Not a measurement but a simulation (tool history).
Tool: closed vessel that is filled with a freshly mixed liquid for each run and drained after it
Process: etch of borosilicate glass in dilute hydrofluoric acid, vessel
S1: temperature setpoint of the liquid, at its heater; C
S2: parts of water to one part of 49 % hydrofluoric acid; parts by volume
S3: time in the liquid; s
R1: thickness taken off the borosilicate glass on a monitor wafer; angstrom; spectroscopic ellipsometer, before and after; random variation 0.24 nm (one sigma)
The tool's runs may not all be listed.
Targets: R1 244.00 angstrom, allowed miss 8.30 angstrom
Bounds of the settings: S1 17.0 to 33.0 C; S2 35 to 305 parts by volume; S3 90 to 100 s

run  hour    S1   S2   S3      R1
  1   0.0  25.0  170   90  186.79
  2   4.4  26.0  170   90  200.11
  3   8.9  24.0  170   90  183.66
  4  16.2  24.0  170  100  199.82
  5  25.3  24.0  170   90  179.85
  6  30.2  27.0  170   90  203.97
  7  36.8  27.5  170   90  204.68
  8  42.8  28.0  170   90  211.70
  9  50.4  28.5  170   90  214.91
 10  55.4  29.0  170   90  219.15
 11  59.9  29.5  170   90  223.37
 12  63.5  30.0  170   90  225.35
 13  67.4  30.5  170   90  228.44
 14  72.2  31.0  170   90  233.42

4 next moves are on the table. One of them brings every result within its allowed miss. Which?
  A  77.0  32.0  185   95   ?
  B  77.0  30.0  180   95   ?
  C  77.0  27.5  175  100   ?
  D  77.0  33.0  190  100   ?

move      R1
   A  229.49
   B  221.49
   C  220.71
   D  241.73
A: further off than the last run
B: further off than the last run
C: further off than the last run
D: meets every target
The right move is D.

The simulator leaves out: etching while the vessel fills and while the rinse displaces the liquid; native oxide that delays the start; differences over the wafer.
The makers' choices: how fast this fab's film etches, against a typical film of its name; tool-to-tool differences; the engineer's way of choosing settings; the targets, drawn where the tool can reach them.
